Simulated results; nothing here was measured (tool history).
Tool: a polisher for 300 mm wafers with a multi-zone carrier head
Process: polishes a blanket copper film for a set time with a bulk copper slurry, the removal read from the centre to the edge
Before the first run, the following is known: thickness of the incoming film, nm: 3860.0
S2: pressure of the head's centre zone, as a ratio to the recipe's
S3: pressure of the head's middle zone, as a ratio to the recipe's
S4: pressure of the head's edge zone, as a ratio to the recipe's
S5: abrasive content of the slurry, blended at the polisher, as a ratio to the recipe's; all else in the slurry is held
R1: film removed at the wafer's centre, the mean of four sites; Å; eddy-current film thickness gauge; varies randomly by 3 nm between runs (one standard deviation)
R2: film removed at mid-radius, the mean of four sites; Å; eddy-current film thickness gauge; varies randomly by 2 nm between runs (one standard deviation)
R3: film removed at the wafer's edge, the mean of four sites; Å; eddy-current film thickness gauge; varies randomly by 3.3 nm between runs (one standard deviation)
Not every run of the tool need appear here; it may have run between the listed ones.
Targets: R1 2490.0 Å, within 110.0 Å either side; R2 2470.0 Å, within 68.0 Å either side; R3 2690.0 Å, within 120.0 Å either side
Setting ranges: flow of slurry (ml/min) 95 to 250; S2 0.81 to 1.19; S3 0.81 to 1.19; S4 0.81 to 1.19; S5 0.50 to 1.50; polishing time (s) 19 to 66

Run 1, hour 0.0: flow of slurry (ml/min) 160, S2 1.00, S3 1.00, S4 1.00, S5 1.00, polishing time (s) 42. Result: R1 4749.0 Å, R2 4645.9 Å, R3 4940.2 Å.
Run 2, hour 8.4: flow of slurry (ml/min) 160, S2 1.00, S3 1.00, S4 1.00, S5 0.85, polishing time (s) 42. Result: R1 4624.3 Å, R2 4463.9 Å, R3 4688.8 Å.
Run 3, hour 13.6: flow of slurry (ml/min) 160, S2 1.00, S3 1.00, S4 0.95, S5 0.85, polishing time (s) 42. Result: R1 4593.4 Å, R2 4474.2 Å, R3 4577.6 Å.
Run 4, hour 21.2: flow of slurry (ml/min) 195, S2 1.00, S3 1.00, S4 0.95, S5 0.85, polishing time (s) 42. Result: R1 4688.4 Å, R2 4552.0 Å, R3 4704.5 Å.
Run 5, hour 21.9: flow of slurry (ml/min) 195, S2 1.00, S3 1.00, S4 1.03, S5 0.85, polishing time (s) 42. Result: R1 4651.7 Å, R2 4640.0 Å, R3 4934.6 Å.
Run 6, hour 24.0: flow of slurry (ml/min) 185, S2 0.96, S3 0.97, S4 0.99, S5 0.75, polishing time (s) 37. Result: R1 3845.0 Å, R2 3857.2 Å, R3 3960.2 Å.
Run 7, hour 27.8: flow of slurry (ml/min) 175, S2 0.93, S3 0.92, S4 1.01, S5 0.70, polishing time (s) 34. Result: R1 3296.8 Å, R2 3335.6 Å, R3 3713.2 Å.
Run 8, hour 30.4: flow of slurry (ml/min) 170, S2 0.91, S3 0.90, S4 0.96, S5 0.65, polishing time (s) 32. Result: R1 2972.6 Å, R2 3003.2 Å, R3 3327.4 Å.
Run 9, hour 32.3: flow of slurry (ml/min) 165, S2 0.90, S3 0.89, S4 0.92, S5 0.60, polishing time (s) 31. Result: R1 2820.7 Å, R2 2823.0 Å, R3 3185.8 Å.
Run 10, hour 40.8: flow of slurry (ml/min) 170, S2 0.90, S3 0.89, S4 0.90, S5 0.55, polishing time (s) 30. Result: R1 2742.8 Å, R2 2767.1 Å, R3 2948.4 Å.
Run 11, hour 47.6: flow of slurry (ml/min) 125, S2 0.88, S3 0.83, S4 0.84, S5 0.50, polishing time (s) 30. Result: R1 2443.7 Å, R2 2392.4 Å, R3 2717.3 Å.

4 next moves are on the table. One of them brings every result within its allowed miss. Which?
Run A, hour 54.4: flow of slurry (ml/min) 140, S2 0.91, S3 0.85, S4 0.82, S5 0.50, polishing time (s) 28. Result: R1 ?, R2 ?, R3 ?.
Run B, hour 54.4: flow of slurry (ml/min) 145, S2 0.86, S3 0.92, S4 0.81, S5 0.55, polishing time (s) 29. Result: R1 ?, R2 ?, R3 ?.
Run C, hour 54.4: flow of slurry (ml/min) 95, S2 0.92, S3 0.85, S4 1.00, S5 0.55, polishing time (s) 31. Result: R1 ?, R2 ?, R3 ?.
Run D, hour 54.4: flow of slurry (ml/min) 155, S2 0.89, S3 0.87, S4 0.83, S5 0.55, polishing time (s) 28. Result: R1 ?, R2 ?, R3 ?.

move      R1      R2      R3
   A  2427.9  2317.8  2501.4
   B  2431.3  2620.1  2626.8
   C  2443.6  2343.2  2840.6
   D  2466.6  2447.6  2587.8
A: further off than the last run
B: moves the result that the last run missed by most past its target, out the other side
C: further off than the last run
D: all results land within tolerance of their targets
The move that meets every target is D.
